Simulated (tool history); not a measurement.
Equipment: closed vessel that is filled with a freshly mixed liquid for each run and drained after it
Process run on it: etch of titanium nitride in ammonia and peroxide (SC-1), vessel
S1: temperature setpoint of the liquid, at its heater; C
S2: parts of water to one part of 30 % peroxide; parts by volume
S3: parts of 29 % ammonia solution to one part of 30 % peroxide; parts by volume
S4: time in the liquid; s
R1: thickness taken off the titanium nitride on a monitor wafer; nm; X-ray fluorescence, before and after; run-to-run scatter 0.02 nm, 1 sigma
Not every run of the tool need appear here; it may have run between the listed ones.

run 1 hour=0 | S1=51 S2=10.5 S3=0.6 S4=35 | R1=2.5621
run 2 hour=1.1 | S1=51 S2=10.5 S3=0.6 S4=35 | R1=2.5602
run 3 hour=4.7 | S1=51.5 S2=10.5 S3=0.6 S4=35 | R1=2.6288
run 4 hour=10.5 | S1=47.5 S2=10.5 S3=0.6 S4=35 | R1=1.9966
run 5 hour=16.1 | S1=52.5 S2=10.5 S3=0.6 S4=35 | R1=2.8519
run 6 hour=22.1 | S1=46 S2=10.5 S3=0.6 S4=35 | R1=1.7988
run 7 hour=25.4 | S1=47 S2=10.5 S3=0.6 S4=35 | R1=1.9571
run 8 hour=27.8 | S1=48 S2=10.5 S3=0.6 S4=35 | R1=2.0722
run 9 hour=29.4 | S1=48 S2=10.5 S3=0.6 S4=35 | R1=2.0662
run 10 hour=32.9 | S1=49 S2=10.5 S3=0.6 S4=35 | R1=2.231
run 11 hour=38.6 | S1=50 S2=10.5 S3=0.6 S4=35 | R1=2.3632

Predict the results of run 12:
run 12 hour=40.8 | S1=50.5 S2=10.5 S3=0.6 S4=35 | R1=?

R1: 2.4551 nm
